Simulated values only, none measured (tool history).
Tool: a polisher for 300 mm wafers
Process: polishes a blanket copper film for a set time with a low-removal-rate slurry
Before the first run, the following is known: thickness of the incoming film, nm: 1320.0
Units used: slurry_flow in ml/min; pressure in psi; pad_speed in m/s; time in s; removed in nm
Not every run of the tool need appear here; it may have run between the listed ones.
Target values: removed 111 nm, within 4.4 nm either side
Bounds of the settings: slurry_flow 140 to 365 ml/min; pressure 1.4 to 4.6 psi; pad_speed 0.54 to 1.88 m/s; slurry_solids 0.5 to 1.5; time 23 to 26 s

run 1 hour=0 | slurry_flow=235 pressure=3 pad_speed=1.2 slurry_solids=1 time=26 | removed=75.597
run 2 hour=1.2 | slurry_flow=235 pressure=3.2 pad_speed=1.2 slurry_solids=1 time=26 | removed=78.407
run 3 hour=10.1 | slurry_flow=235 pressure=3.2 pad_speed=1.2 slurry_solids=1 time=26 | removed=80.057
run 4 hour=16.2 | slurry_flow=235 pressure=3.4 pad_speed=1.2 slurry_solids=1 time=26 | removed=84.369
run 5 hour=24.3 | slurry_flow=235 pressure=3.6 pad_speed=1.2 slurry_solids=1 time=26 | removed=88.375
run 6 hour=27.5 | slurry_flow=235 pressure=3.1 pad_speed=1.2 slurry_solids=1 time=26 | removed=77.038
run 7 hour=31.9 | slurry_flow=235 pressure=3.3 pad_speed=1.2 slurry_solids=1 time=26 | removed=81.381
run 8 hour=36.2 | slurry_flow=235 pressure=4.1 pad_speed=1.24 slurry_solids=1 time=26 | removed=103.75
run 9 hour=37.1 | slurry_flow=235 pressure=4.2 pad_speed=1.24 slurry_solids=1 time=26 | removed=106.19

Which of these 4 next moves meets every target?
run A hour=38 | slurry_flow=220 pressure=4.6 pad_speed=1.34 slurry_solids=0.95 time=26 | removed=?
run B hour=38 | slurry_flow=250 pressure=4.4 pad_speed=1.38 slurry_solids=0.95 time=26 | removed=?
run C hour=38 | slurry_flow=295 pressure=4.6 pad_speed=1.16 slurry_solids=1.05 time=26 | removed=?
run D hour=38 | slurry_flow=225 pressure=4.6 pad_speed=1.06 slurry_solids=1.15 time=26 | removed=?

move=A removed=118.85
move=B removed=119.3
move=C removed=110.17
move=D removed=100.59
A: the result that was furthest off in the last run now lies on the other side of its target
B: the result that was furthest off in the last run now lies on the other side of its target
C: every result lands within tolerance
D: further off than the last run
The right move is C.

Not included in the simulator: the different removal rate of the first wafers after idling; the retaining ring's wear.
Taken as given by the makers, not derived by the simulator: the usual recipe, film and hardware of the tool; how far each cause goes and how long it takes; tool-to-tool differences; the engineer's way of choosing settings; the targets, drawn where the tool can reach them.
